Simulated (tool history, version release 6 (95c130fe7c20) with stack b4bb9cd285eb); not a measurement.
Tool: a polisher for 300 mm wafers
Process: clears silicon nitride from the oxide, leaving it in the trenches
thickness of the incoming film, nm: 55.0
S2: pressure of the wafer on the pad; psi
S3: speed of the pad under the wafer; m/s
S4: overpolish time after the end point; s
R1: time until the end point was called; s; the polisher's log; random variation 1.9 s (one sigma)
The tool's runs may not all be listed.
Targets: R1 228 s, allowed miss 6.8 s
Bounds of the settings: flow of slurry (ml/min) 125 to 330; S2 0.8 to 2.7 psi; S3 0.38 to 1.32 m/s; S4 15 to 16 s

run 1 day=0 | flow_of_slurry_(ml/min)=210 S2=1.7 S3=0.84 S4=15 | R1=145.61
run 2 day=0.138 | flow_of_slurry_(ml/min)=230 S2=1.7 S3=0.84 S4=15 | R1=144.09
run 3 day=0.362 | flow_of_slurry_(ml/min)=255 S2=1.7 S3=0.84 S4=15 | R1=144.01
run 4 day=0.408 | flow_of_slurry_(ml/min)=215 S2=1.7 S3=0.84 S4=15 | R1=145.77
run 5 day=0.704 | flow_of_slurry_(ml/min)=215 S2=1.5 S3=0.84 S4=15 | R1=164.16
run 6 day=1.075 | flow_of_slurry_(ml/min)=215 S2=1.4 S3=0.84 S4=15 | R1=174.83
run 7 day=1.446 | flow_of_slurry_(ml/min)=200 S2=0.9 S3=0.84 S4=15 | R1=272.78
run 8 day=1.8 | flow_of_slurry_(ml/min)=205 S2=0.9 S3=0.84 S4=15 | R1=272.09
run 9 day=2.121 | flow_of_slurry_(ml/min)=205 S2=1 S3=0.84 S4=15 | R1=244.03

5 next moves are on the table. One of them brings every result within its allowed miss. Which?
run A day=2.442 | flow_of_slurry_(ml/min)=215 S2=1.5 S3=0.6 S4=15 | R1=?
run B day=2.442 | flow_of_slurry_(ml/min)=195 S2=1.2 S3=0.7 S4=15 | R1=?
run C day=2.442 | flow_of_slurry_(ml/min)=165 S2=1.1 S3=0.8 S4=16 | R1=?
run D day=2.442 | flow_of_slurry_(ml/min)=210 S2=0.9 S3=0.82 S4=15 | R1=?
run E day=2.442 | flow_of_slurry_(ml/min)=220 S2=1 S3=0.82 S4=15 | R1=?

move=A R1=226.61
move=B R1=245.16
move=C R1=239.72
move=D R1=274.08
move=E R1=246.66
A: meets every target
B: further off than the last run
C: nearer than the last run, and not there yet
D: further off than the last run
E: further off than the last run
The right move is A.

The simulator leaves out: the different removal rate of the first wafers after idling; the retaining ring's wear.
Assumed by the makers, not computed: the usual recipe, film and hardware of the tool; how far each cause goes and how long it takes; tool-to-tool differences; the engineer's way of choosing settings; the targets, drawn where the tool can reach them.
